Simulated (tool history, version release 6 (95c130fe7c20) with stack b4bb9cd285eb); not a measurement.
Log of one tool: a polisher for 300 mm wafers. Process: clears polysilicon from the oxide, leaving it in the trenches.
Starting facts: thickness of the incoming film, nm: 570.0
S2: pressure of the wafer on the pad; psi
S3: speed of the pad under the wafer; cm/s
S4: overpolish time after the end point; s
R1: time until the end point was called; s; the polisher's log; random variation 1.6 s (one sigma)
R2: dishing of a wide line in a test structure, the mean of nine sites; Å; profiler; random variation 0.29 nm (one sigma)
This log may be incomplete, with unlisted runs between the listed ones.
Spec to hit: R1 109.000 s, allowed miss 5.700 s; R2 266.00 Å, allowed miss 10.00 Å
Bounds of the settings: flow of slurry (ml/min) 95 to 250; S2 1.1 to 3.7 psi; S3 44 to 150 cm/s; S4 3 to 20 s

{"run": 1, "day": 0.0, "flow of slurry (ml/min)": 160, "S2": 2.4, "S3": 96, "S4": 10, "R1": 61.229, "R2": 374.16}
{"run": 2, "day": 0.3, "flow of slurry (ml/min)": 160, "S2": 2.1, "S3": 94, "S4": 9, "R1": 73.383, "R2": 350.71}
{"run": 3, "day": 0.388, "flow of slurry (ml/min)": 160, "S2": 1.9, "S3": 92, "S4": 7, "R1": 80.421, "R2": 292.64}
{"run": 4, "day": 0.454, "flow of slurry (ml/min)": 160, "S2": 1.7, "S3": 92, "S4": 7, "R1": 88.297, "R2": 274.55}
{"run": 5, "day": 0.571, "flow of slurry (ml/min)": 160, "S2": 2.0, "S3": 92, "S4": 7, "R1": 76.581, "R2": 298.53}
{"run": 6, "day": 0.792, "flow of slurry (ml/min)": 160, "S2": 2.0, "S3": 92, "S4": 3, "R1": 74.786, "R2": 173.36}
{"run": 7, "day": 0.946, "flow of slurry (ml/min)": 160, "S2": 1.7, "S3": 94, "S4": 4, "R1": 88.67, "R2": 188.67}
{"run": 8, "day": 1.071, "flow of slurry (ml/min)": 160, "S2": 1.7, "S3": 86, "S4": 5, "R1": 95.026, "R2": 217.1}
{"run": 9, "day": 1.212, "flow of slurry (ml/min)": 160, "S2": 1.6, "S3": 86, "S4": 6, "R1": 103.32, "R2": 227.63}
{"run": 10, "day": 1.429, "flow of slurry (ml/min)": 160, "S2": 1.5, "S3": 86, "S4": 7, "R1": 107.82, "R2": 244.18}

4 candidate next runs follow, results not yet known. Just one meets every target within its allowed miss. Identify it.
{"run": "A", "day": 1.646, "flow of slurry (ml/min)": 170, "S2": 1.6, "S3": 94, "S4": 8, "R1": "?", "R2": "?"}
{"run": "B", "day": 1.646, "flow of slurry (ml/min)": 190, "S2": 2.0, "S3": 72, "S4": 7, "R1": "?", "R2": "?"}
{"run": "C", "day": 1.646, "flow of slurry (ml/min)": 175, "S2": 2.5, "S3": 50, "S4": 8, "R1": "?", "R2": "?"}
{"run": "D", "day": 1.646, "flow of slurry (ml/min)": 180, "S2": 1.5, "S3": 90, "S4": 6, "R1": "?", "R2": "?"}

move=A R1=93.884 R2=295.41
move=B R1=96.296 R2=269.45
move=C R1=111.240 R2=267.70
move=D R1=103.170 R2=233.59
A: takes the result that was furthest off past its target
B: corrects the largest miss of the last run, while another result sits out of spec
C: meets every target
D: its largest miss is bigger than the last run's
The right move is C.
